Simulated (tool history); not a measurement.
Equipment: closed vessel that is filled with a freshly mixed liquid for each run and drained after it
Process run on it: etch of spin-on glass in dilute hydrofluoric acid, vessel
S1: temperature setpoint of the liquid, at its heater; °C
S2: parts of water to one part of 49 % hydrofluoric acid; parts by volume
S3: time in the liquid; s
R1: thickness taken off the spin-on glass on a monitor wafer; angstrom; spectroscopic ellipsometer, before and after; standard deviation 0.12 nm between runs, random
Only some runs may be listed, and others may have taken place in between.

run  hour    S1   S2  S3      R1
  1   0.0  23.0  110  85  216.94
  2   2.6  24.5  110  85  234.96
  3   7.4  24.5  140  85  178.69
  4  12.4  24.5  180  85  130.59
  5  17.5  25.0  180  85  135.11
  6  20.2  25.0  200  85  118.47
  7  28.2  25.0  200  85  118.67
  8  34.7  29.0  190  85  145.19
  9  40.2  30.0  185  85  155.56

For run 10, what comes out?
 10  46.4  30.5  185  85   ?

R1: 159.46 angstrom
